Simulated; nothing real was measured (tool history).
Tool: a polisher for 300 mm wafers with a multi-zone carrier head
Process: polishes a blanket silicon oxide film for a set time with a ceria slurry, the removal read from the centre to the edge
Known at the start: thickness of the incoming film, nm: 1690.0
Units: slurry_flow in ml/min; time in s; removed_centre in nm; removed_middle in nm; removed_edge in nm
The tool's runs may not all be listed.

run	hour	slurry_flow	centre_zone	middle_zone	edge_zone	time	removed_centre	removed_middle	removed_edge
1	0	155	1	1	1	76	530.79	487.07	484.31
2	7.3	155	1.07	1	1	76	567.74	475.72	481.21
3	11.1	155	1.07	1.07	1	76	571.8	505.08	483.26
4	15	130	1.07	1.07	1	76	536.16	484.03	474.94
# hour 18.3: centre zone pressure recalibrated
5	18.3	125	1.03	1.02	0.98	72	450	433.31	431.21
6	25.2	95	1.03	1.02	0.98	72	406.56	398.16	410.66
7	32.2	95	1.02	0.98	0.95	72	400.87	387.21	409.09
8	35.1	100	1.01	0.96	0.93	70	392.17	379.63	395.94

Forecast run 9:
9	35.9	95	0.97	0.88	0.89	65	?	?	?

Run 9 gave removed_centre 347.36 nm, removed_middle 331.3 nm, removed_edge 366.33 nm.
